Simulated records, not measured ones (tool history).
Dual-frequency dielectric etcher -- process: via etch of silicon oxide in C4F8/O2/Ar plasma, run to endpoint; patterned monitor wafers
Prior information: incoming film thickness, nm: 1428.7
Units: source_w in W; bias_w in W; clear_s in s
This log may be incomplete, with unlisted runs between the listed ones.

run 1 hour=0.0 | source_w=2210 bias_w=2751 | clear_s=273.58
run 2 hour=7.4 | source_w=2270 bias_w=2764 | clear_s=271.35
run 3 hour=11.6 | source_w=2320 bias_w=2778 | clear_s=270.36
run 4 hour=14.6 | source_w=2020 bias_w=2778 | clear_s=285.05
run 5 hour=23.3 | source_w=2020 bias_w=2431 | clear_s=297.35
run 6 hour=25.8 | source_w=2130 bias_w=2452 | clear_s=290.44
-- hour=26.5 bias power generator calibrated
run 7 hour=26.5 | source_w=2220 bias_w=2471 | clear_s=280.32
run 8 hour=30.8 | source_w=2280 bias_w=2484 | clear_s=275.65
run 9 hour=33.9 | source_w=2330 bias_w=2494 | clear_s=272.93
run 10 hour=40.5 | source_w=2370 bias_w=2503 | clear_s=270.27
run 11 hour=42.6 | source_w=2410 bias_w=2511 | clear_s=268.62
run 12 hour=48.2 | source_w=2450 bias_w=2519 | clear_s=266.19
run 13 hour=50.7 | source_w=2480 bias_w=2526 | clear_s=263.03

The next listed run, before its measurement:
run 14 hour=56.1 | source_w=2500 bias_w=2531 | clear_s=?

For run 14 the tool returned clear_s 262.95 s.
